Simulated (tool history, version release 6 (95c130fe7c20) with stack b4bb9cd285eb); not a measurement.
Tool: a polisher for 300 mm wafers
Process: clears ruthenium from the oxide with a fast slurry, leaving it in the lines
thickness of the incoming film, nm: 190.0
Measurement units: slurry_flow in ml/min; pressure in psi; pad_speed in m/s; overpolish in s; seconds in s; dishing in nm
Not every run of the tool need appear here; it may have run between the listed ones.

Run 1, hour 0: slurry_flow 215 ml/min, pressure 3.4 psi, pad_speed 0.76 m/s, slurry_solids 1, overpolish 18 s. Result: seconds 58.805 s, dishing 42.122 nm.
Run 2, hour 0.8: slurry_flow 215 ml/min, pressure 3.4 psi, pad_speed 0.76 m/s, slurry_solids 1, overpolish 23 s. Result: seconds 58.511 s, dishing 48.999 nm.
Run 3, hour 4: slurry_flow 215 ml/min, pressure 2.6 psi, pad_speed 0.76 m/s, slurry_solids 1, overpolish 23 s. Result: seconds 70.432 s, dishing 43.625 nm.
Run 4, hour 13: slurry_flow 215 ml/min, pressure 3.1 psi, pad_speed 0.76 m/s, slurry_solids 1, overpolish 23 s. Result: seconds 62.479 s, dishing 47.035 nm.
Run 5, hour 21: slurry_flow 215 ml/min, pressure 3.1 psi, pad_speed 0.76 m/s, slurry_solids 1, overpolish 27 s. Result: seconds 62.041 s, dishing 52.192 nm.
Run 6, hour 29.4: slurry_flow 240 ml/min, pressure 3.1 psi, pad_speed 0.76 m/s, slurry_solids 1, overpolish 27 s. Result: seconds 61.38 s, dishing 51.684 nm.
Run 7, hour 36.8: slurry_flow 245 ml/min, pressure 3.8 psi, pad_speed 0.76 m/s, slurry_solids 1, overpolish 28 s. Result: seconds 53.739 s, dishing 58.425 nm.

Forecast run 8:
Run 8, hour 43.7: slurry_flow 245 ml/min, pressure 3.9 psi, pad_speed 0.76 m/s, slurry_solids 1, overpolish 28 s. Result: seconds ?, dishing ?.

{"run 8": {"seconds": 53.674, "dishing": 57.185}}
